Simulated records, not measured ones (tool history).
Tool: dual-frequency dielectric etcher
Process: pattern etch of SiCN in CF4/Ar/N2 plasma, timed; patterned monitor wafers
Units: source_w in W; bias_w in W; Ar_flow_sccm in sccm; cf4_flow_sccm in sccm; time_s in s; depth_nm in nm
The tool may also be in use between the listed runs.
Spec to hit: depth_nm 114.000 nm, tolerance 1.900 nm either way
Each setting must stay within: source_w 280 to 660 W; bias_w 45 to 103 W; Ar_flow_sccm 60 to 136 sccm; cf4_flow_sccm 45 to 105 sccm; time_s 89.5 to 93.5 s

run	hour	source_w	bias_w	Ar_flow_sccm	cf4_flow_sccm	time_s	depth_nm
1	0.0	470	74	98	75	89.5	90.993
2	7.4	470	69	98	75	89.5	88.626
3	14.6	470	69	98	63	89.5	85.935
4	16.2	470	69	98	55	89.5	84.945
5	17.0	470	69	98	55	89.5	84.024
6	18.7	550	69	98	55	89.5	96.990
7	22.3	560	69	98	55	89.5	99.259
8	25.0	570	69	98	55	89.5	100.170
9	28.6	580	69	98	55	89.5	100.860
10	36.4	590	69	98	55	89.5	103.190
11	45.2	600	69	98	55	89.5	103.640
12	51.0	610	69	98	55	89.5	106.220
13	53.9	620	69	98	55	89.5	107.470
14	60.6	640	69	98	55	89.5	111.050
15	69.0	650	69	98	55	89.5	110.670

Below are 4 possible settings for the next run. Only one of them brings all results inside the allowed miss of their targets. Which is it?
A	77.4	560	75	77	46	90.5	?
B	77.4	640	64	83	55	92.0	?
C	77.4	660	65	91	45	89.5	?
D	77.4	650	64	99	53	89.5	?

move	depth_nm
A	105.200
B	113.600
C	108.720
D	107.680
A: its largest miss is bigger than the last run's
B: all results in spec
C: its largest miss is bigger than the last run's
D: its largest miss is bigger than the last run's
The right move is B.

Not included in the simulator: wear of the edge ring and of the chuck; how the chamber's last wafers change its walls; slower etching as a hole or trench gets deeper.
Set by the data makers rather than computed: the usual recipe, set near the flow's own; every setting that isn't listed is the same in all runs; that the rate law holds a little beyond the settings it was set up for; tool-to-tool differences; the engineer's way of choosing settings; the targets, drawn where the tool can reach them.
